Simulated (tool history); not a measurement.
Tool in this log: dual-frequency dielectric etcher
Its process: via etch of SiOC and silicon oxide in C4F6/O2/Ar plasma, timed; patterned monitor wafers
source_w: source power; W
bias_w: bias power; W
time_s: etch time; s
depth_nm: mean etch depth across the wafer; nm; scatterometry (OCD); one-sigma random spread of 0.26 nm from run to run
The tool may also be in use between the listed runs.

run 1 hour=0.0 | source_w=450 bias_w=162 time_s=52.0 | depth_nm=52.390
run 2 hour=7.5 | source_w=450 bias_w=184 time_s=52.0 | depth_nm=54.946
run 3 hour=11.9 | source_w=450 bias_w=170 time_s=52.0 | depth_nm=53.088
run 4 hour=20.1 | source_w=450 bias_w=199 time_s=52.0 | depth_nm=55.960
run 5 hour=27.0 | source_w=430 bias_w=193 time_s=51.5 | depth_nm=54.800
run 6 hour=34.8 | source_w=370 bias_w=193 time_s=51.5 | depth_nm=51.307

The next listed run, before its measurement:
run 7 hour=39.6 | source_w=360 bias_w=189 time_s=51.0 | depth_nm=?

depth_nm: 49.933 nm
